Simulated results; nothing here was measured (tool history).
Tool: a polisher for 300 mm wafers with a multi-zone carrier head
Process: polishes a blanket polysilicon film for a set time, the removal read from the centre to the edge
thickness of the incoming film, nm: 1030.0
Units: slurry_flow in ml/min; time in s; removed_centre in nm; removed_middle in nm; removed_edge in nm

| run | day | slurry_flow | centre_zone | middle_zone | edge_zone | time | removed_centre | removed_middle | removed_edge |
|---|---|---|---|---|---|---|---|---|---|
| 1 | 0 | 125 | 1 | 1 | 1 | 45 | 276.91 | 269.1 | 277.38 |
| 2 | 0.025 | 125 | 1 | 1 | 1 | 39 | 241.45 | 232.57 | 236.27 |
| 3 | 0.104 | 110 | 1 | 1 | 1 | 39 | 233.29 | 226.42 | 231.43 |
| 4 | 0.133 | 110 | 1 | 1 | 1.06 | 39 | 233.77 | 228.56 | 239.34 |
| 5 | 0.35 | 110 | 1 | 1 | 1.06 | 45 | 270.25 | 263.25 | 276.69 |
| 6 | 0.633 | 120 | 1.01 | 1.02 | 1.07 | 46 | 279.91 | 278.86 | 287.89 |
|  | 0.888 | worn pad replaced by a new one |
| 7 | 0.888 | 130 | 1.03 | 1.03 | 1.08 | 47 | 332.56 | 319.87 | 322.47 |

The next listed run, before its measurement:
| 8 | 1.125 | 140 | 1.03 | 1.04 | 1.09 | 47 | ? | ? | ? |

removed_centre: 334.05 nm
removed_middle: 325.28 nm
removed_edge: 331.09 nm
